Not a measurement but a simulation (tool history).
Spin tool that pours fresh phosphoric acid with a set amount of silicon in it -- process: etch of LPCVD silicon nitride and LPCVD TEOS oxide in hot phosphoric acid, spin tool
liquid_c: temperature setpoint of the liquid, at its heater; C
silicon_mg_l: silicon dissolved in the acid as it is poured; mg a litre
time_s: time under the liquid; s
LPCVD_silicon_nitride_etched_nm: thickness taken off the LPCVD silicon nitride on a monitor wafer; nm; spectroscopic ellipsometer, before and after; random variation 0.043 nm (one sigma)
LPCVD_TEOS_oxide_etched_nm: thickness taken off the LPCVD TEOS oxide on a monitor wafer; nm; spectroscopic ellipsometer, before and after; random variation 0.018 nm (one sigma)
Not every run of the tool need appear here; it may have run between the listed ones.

run	hour	liquid_c	silicon_mg_l	time_s	LPCVD_silicon_nitride_etched_nm	LPCVD_TEOS_oxide_etched_nm
1	0	163	9.5	180	17.4	0.61547
2	5.7	162.5	7.5	165	15.765	0.57197
3	8.4	162	6	155	14.477	0.51965
4	11.6	162	4.5	145	13.548	0.48531
5	16.1	163.5	4.5	145	14.169	0.58847
6	19.2	163.5	4.5	70	6.8434	0.27505

Predict the results of run 7:
7	23.4	163.5	4.5	70	?	?

LPCVD_silicon_nitride_etched_nm: 6.8962 nm
LPCVD_TEOS_oxide_etched_nm: 0.28337 nm

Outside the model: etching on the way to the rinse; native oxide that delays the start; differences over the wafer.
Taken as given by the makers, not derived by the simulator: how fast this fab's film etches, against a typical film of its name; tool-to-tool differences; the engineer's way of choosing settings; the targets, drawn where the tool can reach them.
